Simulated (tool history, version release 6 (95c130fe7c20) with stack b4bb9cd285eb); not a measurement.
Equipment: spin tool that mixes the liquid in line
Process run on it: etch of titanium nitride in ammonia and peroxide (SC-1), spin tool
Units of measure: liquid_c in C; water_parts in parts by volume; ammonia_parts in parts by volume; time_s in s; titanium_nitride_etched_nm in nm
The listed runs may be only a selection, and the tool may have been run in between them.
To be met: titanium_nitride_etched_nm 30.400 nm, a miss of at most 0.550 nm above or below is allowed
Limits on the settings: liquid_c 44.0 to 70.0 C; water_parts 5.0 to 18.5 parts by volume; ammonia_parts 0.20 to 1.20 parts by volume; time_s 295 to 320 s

run	hour	liquid_c	water_parts	ammonia_parts	time_s	titanium_nitride_etched_nm
1	0.0	60.0	10.5	0.80	295	60.391
2	3.3	60.0	10.5	0.80	295	60.543
3	4.9	56.5	10.5	0.80	295	47.839
4	7.0	56.5	10.5	0.80	320	51.771
5	15.5	56.5	10.5	0.80	295	47.697
6	22.3	56.5	10.5	0.55	295	45.030
7	24.9	54.5	10.5	0.55	295	39.172
8	31.9	53.0	10.5	0.55	295	35.369
9	37.4	52.0	10.5	0.55	295	33.355
# hour 44.1: new drum of ammonia solution connected
10	44.1	51.5	10.5	0.55	295	32.333

Exactly one of the 4 candidate moves below puts every result within its allowed miss. Which one?
A	50.8	54.5	18.0	0.50	320	?
B	50.8	52.0	13.0	0.60	295	?
C	50.8	51.0	9.5	0.50	295	?
D	50.8	53.5	9.5	0.20	305	?

move	titanium_nitride_etched_nm
A	32.087
B	30.768
C	32.814
D	34.101
A: moves toward the targets from the last run without getting all of them in spec
B: all results land within tolerance of their targets
C: moves away from the targets compared with the last run
D: moves away from the targets compared with the last run
Answer: B
